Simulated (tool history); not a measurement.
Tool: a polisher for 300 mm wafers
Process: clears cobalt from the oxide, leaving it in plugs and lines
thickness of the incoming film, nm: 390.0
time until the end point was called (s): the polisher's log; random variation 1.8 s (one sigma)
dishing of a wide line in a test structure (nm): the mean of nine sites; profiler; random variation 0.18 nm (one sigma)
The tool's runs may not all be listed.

run	day	flow of slurry (ml/min)	pressure of the wafer on the pad (kPa)	speed of the pad under the wafer (cm/s)	overpolish time after the end point (s)	time until the end point was called (s)	dishing of a wide line in a test structure (nm)
1	0.000	130	15.2	114	8	69.693	40.0730
2	0.333	130	13.1	114	8	77.661	36.6780
3	0.379	130	15.2	114	8	69.864	40.5120
4	0.433	130	12.4	110	6	85.109	26.6690
5	0.646	130	12.4	88	6	109.470	22.1630
6	0.800	130	12.4	88	8	107.420	28.3370
7	1.138	140	10.3	94	6	114.170	20.9520
8	1.354	160	9.0	98	5	125.650	15.8910

The next listed run, before its measurement:
9	1.671	195	6.9	130	2	?	?

Run 9 gave time until the end point was called (s) 116.900, dishing of a wide line in a test structure (nm) 7.3894.

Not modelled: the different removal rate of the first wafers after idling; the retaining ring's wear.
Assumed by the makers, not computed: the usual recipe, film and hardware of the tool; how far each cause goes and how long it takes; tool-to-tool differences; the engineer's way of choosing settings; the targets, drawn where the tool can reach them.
